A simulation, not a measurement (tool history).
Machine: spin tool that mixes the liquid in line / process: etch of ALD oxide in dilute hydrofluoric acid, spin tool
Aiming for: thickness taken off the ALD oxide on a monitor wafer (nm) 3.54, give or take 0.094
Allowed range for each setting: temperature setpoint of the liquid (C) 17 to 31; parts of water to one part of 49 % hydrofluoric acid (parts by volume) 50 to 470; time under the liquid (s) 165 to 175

run  hour  temperature setpoint of the liquid (C)  parts of water to one part of 49 % hydrofluoric acid (parts by volume)  time under the liquid (s)  thickness taken off the ALD oxide on a monitor wafer (nm)
  1     0                                      23                                                                     260                        165                                                     6.3232
  2     8                                      21                                                                     260                        165                                                     5.8459
  3  16.1                                      21                                                                     260                        165                                                     5.9244
  4    20                                      18                                                                     260                        165                                                      5.269
  5  25.8                                      18                                                                     340                        165                                                     3.7551
  6  30.8                                      18                                                                     340                        175                                                     4.0134
  7  37.3                                      18                                                                     345                        175                                                     3.9261
  8  45.8                                      18                                                                     350                        175                                                     3.8363
  9  50.2                                      18                                                                     355                        175                                                     3.7875

Which one of the following 5 next-run settings gets every result inside its allowed miss? There is exactly one.
  A  54.6                                      17                                                                     355                        165                                                          ?
  B  54.6                                    17.5                                                                     350                        175                                                          ?
  C  54.6                                      17                                                                     380                        175                                                          ?
  D  54.6                                      18                                                                     355                        165                                                          ?
  E  54.6                                    17.5                                                                     360                        165                                                          ?

move  thickness taken off the ALD oxide on a monitor wafer (nm)
   A                                                     3.3682
   B                                                     3.7056
   C                                                     3.2717
   D                                                     3.4939
   E                                                     3.3694
A: takes the biggest miss from the last run beyond its target
B: closer than the last run, but not yet in spec
C: takes the biggest miss from the last run beyond its target
D: meets every target
E: takes the biggest miss from the last run beyond its target
So the answer is move D, the one that meets all the targets.
